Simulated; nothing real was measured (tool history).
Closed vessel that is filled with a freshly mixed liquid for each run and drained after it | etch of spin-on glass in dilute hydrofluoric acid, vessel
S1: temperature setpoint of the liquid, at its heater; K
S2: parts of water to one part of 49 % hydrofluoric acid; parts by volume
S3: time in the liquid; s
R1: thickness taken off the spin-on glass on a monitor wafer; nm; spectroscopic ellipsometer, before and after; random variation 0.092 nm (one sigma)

run 1 day=0 | S1=295.15 S2=200 S3=30 | R1=7.6504
run 2 day=0.358 | S1=296.65 S2=185 S3=30 | R1=8.8092
run 3 day=0.746 | S1=297.65 S2=175 S3=30 | R1=9.8289
run 4 day=0.942 | S1=298.65 S2=165 S3=30 | R1=10.925
run 5 day=1.225 | S1=299.65 S2=160 S3=30 | R1=11.655
run 6 day=1.612 | S1=299.65 S2=160 S3=30 | R1=11.605

Forecast run 7:
run 7 day=1.908 | S1=300.15 S2=155 S3=30 | R1=?

Run 7 measured R1 12.296 nm.

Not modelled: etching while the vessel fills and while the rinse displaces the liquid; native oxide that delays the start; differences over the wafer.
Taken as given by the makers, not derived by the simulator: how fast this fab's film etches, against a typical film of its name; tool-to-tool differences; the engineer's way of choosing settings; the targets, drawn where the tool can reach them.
